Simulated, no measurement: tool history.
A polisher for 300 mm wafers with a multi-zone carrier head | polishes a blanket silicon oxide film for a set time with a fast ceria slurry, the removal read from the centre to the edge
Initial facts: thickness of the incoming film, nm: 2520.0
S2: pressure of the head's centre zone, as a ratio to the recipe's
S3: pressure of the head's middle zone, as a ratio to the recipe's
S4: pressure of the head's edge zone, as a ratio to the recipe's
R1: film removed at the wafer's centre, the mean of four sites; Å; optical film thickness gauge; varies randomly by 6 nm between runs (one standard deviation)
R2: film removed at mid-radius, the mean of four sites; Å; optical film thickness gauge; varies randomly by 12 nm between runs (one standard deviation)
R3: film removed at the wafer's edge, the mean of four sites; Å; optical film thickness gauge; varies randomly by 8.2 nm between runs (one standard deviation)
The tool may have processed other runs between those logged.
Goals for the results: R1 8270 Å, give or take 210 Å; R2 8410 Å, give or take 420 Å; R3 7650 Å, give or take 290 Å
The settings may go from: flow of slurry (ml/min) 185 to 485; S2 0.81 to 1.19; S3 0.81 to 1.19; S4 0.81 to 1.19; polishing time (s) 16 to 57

{"run": 1, "day": 0.0, "flow of slurry (ml/min)": 310, "S2": 1, "S3": 1, "S4": 1, "polishing time (s)": 36, "R1": 6824.5, "R2": 6763.4, "R3": 6934.6}
{"run": 2, "day": 0.104, "flow of slurry (ml/min)": 315, "S2": 1.02, "S3": 1.02, "S4": 1.01, "polishing time (s)": 36, "R1": 7032.3, "R2": 6852.3, "R3": 6702.8}
{"run": 3, "day": 0.429, "flow of slurry (ml/min)": 375, "S2": 1.02, "S3": 1.02, "S4": 1.01, "polishing time (s)": 36, "R1": 7093.8, "R2": 6654, "R3": 7051.1}
{"run": 4, "day": 0.746, "flow of slurry (ml/min)": 375, "S2": 0.98, "S3": 1.02, "S4": 1.01, "polishing time (s)": 36, "R1": 6923.4, "R2": 6907.3, "R3": 6917.7}
{"run": 5, "day": 0.883, "flow of slurry (ml/min)": 375, "S2": 0.98, "S3": 1.07, "S4": 1.01, "polishing time (s)": 36, "R1": 6872.9, "R2": 7301.3, "R3": 7088}
{"run": 6, "day": 1.058, "flow of slurry (ml/min)": 375, "S2": 0.98, "S3": 1.07, "S4": 0.94, "polishing time (s)": 36, "R1": 6870.8, "R2": 7210, "R3": 6762.5}
{"run": 7, "day": 1.338, "flow of slurry (ml/min)": 370, "S2": 0.99, "S3": 1.08, "S4": 0.95, "polishing time (s)": 37, "R1": 7133.2, "R2": 7326.4, "R3": 6894.1}
{"run": 8, "day": 1.683, "flow of slurry (ml/min)": 365, "S2": 1, "S3": 1.09, "S4": 0.96, "polishing time (s)": 38, "R1": 7404, "R2": 7730.3, "R3": 7277.2}
{"run": 9, "day": 1.867, "flow of slurry (ml/min)": 365, "S2": 1.01, "S3": 1.1, "S4": 0.96, "polishing time (s)": 38, "R1": 7406.9, "R2": 7752.2, "R3": 7145.8}
{"run": 10, "day": 2.1, "flow of slurry (ml/min)": 370, "S2": 1.02, "S3": 1.11, "S4": 0.97, "polishing time (s)": 38, "R1": 7502, "R2": 7692, "R3": 7173.4}
{"run": 11, "day": 2.383, "flow of slurry (ml/min)": 370, "S2": 1.03, "S3": 1.12, "S4": 0.97, "polishing time (s)": 38, "R1": 7498.5, "R2": 7985.2, "R3": 7119.9}
{"run": 12, "day": 2.546, "flow of slurry (ml/min)": 375, "S2": 1.04, "S3": 1.12, "S4": 0.98, "polishing time (s)": 38, "R1": 7649.7, "R2": 7864.3, "R3": 7308}
{"run": 13, "day": 2.817, "flow of slurry (ml/min)": 380, "S2": 1.05, "S3": 1.13, "S4": 0.98, "polishing time (s)": 38, "R1": 7805.9, "R2": 7986.7, "R3": 7209.5}
{"run": 14, "day": 3.017, "flow of slurry (ml/min)": 380, "S2": 1.05, "S3": 1.13, "S4": 0.98, "polishing time (s)": 38, "R1": 7628.1, "R2": 7958.4, "R3": 7256.1}

Of the 5 settings listed for the next run, only one would bring every result within its allowed miss of target. Which one?
{"run": "A", "day": 3.217, "flow of slurry (ml/min)": 380, "S2": 1.01, "S3": 1.13, "S4": 0.98, "polishing time (s)": 37, "R1": "?", "R2": "?", "R3": "?"}
{"run": "B", "day": 3.217, "flow of slurry (ml/min)": 320, "S2": 1.19, "S3": 1.16, "S4": 0.83, "polishing time (s)": 40, "R1": "?", "R2": "?", "R3": "?"}
{"run": "C", "day": 3.217, "flow of slurry (ml/min)": 330, "S2": 1.19, "S3": 1.19, "S4": 0.84, "polishing time (s)": 39, "R1": "?", "R2": "?", "R3": "?"}
{"run": "D", "day": 3.217, "flow of slurry (ml/min)": 185, "S2": 1.07, "S3": 1.11, "S4": 0.81, "polishing time (s)": 44, "R1": "?", "R2": "?", "R3": "?"}
{"run": "E", "day": 3.217, "flow of slurry (ml/min)": 385, "S2": 1.08, "S3": 1.15, "S4": 0.99, "polishing time (s)": 40, "R1": "?", "R2": "?", "R3": "?"}

move=A R1=7366.4 R2=7821.7 R3=7052.1
move=B R1=8967.1 R2=8512 R3=6967.1
move=C R1=8773.7 R2=8509.7 R3=6842.8
move=D R1=8282.8 R2=8351.3 R3=7162.4
move=E R1=8424.1 R2=8590.9 R3=7666
A: further off than the last run
B: carries the result that was furthest off beyond its target, to the other side
C: carries the result that was furthest off beyond its target, to the other side
D: the furthest-off result lands on target, but another misses its tolerance
E: all results land within tolerance of their targets
So the answer is move E, the one that meets all the targets.
